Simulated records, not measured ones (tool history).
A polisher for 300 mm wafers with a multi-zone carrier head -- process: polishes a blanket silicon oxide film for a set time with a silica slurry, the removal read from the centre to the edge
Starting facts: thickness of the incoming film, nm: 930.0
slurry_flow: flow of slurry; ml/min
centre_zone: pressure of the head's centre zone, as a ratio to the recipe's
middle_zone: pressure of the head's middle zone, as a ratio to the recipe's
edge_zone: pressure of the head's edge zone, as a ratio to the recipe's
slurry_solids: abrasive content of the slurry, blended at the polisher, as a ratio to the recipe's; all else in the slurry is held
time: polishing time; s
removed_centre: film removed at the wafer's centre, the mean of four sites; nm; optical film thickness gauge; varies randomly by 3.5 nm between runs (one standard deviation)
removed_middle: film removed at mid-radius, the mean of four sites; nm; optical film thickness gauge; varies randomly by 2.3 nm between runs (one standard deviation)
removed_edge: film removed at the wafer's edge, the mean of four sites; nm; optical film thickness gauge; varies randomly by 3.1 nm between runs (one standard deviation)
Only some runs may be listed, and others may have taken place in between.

run,hour,slurry_flow,centre_zone,middle_zone,edge_zone,slurry_solids,time,removed_centre,removed_middle,removed_edge
1,0,205,1,1,1,1,82,187.02,186.87,190.23
2,3.2,205,1,0.96,1,1,82,187.08,183.29,192.26
3,5.8,210,1.03,0.95,1.03,1.15,84,209.69,203.1,212.73
4,13.3,215,1.06,0.92,1.06,1.25,85,232.8,205,232.36
5,19.7,215,1.06,0.92,1.02,1.25,85,231.07,203.81,227.44
6,20.7,225,1.08,0.93,1.05,1.3,86,244.36,214.95,235.52
7,23.7,225,1.09,0.93,1.07,1.35,88,257.73,224.39,247.88
8,30.9,230,1.09,0.93,1.09,1.4,89,263.5,229.77,257.68

Expected results for the next run?
9,34.2,230,1.1,0.93,1.1,1.45,90,?,?,?

{"run 9": {"removed_centre": 273.54, "removed_middle": 233.48, "removed_edge": 267.13}}

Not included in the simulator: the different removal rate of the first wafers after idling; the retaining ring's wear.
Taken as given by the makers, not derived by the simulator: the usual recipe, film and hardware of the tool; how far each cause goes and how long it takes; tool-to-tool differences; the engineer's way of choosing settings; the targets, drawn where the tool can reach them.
